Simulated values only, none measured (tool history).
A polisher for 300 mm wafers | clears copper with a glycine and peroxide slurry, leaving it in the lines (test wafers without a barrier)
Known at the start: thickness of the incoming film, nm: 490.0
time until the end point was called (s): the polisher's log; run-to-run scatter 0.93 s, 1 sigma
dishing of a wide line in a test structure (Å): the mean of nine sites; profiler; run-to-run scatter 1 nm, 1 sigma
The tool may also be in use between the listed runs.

run	hour	flow of slurry (ml/min)	pressure of the wafer on the pad (kPa)	speed of the pad under the wafer (m/s)	overpolish time after the end point (s)	time until the end point was called (s)	dishing of a wide line in a test structure (Å)
1	0	295	20.7	1.06	8	73.375	371.11
2	7.9	295	22.1	1.08	9	68.349	438.07
3	12.5	295	23.4	1.08	10	65.845	501.1
4	15.5	295	24.8	1.1	11	63.166	579.38
5	21.6	330	24.8	1.1	11	61.932	581.63
6	23.3	330	24.8	0.96	11	71.33	526.79
7	24.3	330	26.2	1	12	65.599	597.79
8	27.7	330	26.9	1.02	12	62.939	618.3

For run 9, what comes out?
9	32.7	330	27.6	1.04	12	?	?

Run 9 yielded time until the end point was called (s) 61.91, dishing of a wide line in a test structure (Å) 635.13.

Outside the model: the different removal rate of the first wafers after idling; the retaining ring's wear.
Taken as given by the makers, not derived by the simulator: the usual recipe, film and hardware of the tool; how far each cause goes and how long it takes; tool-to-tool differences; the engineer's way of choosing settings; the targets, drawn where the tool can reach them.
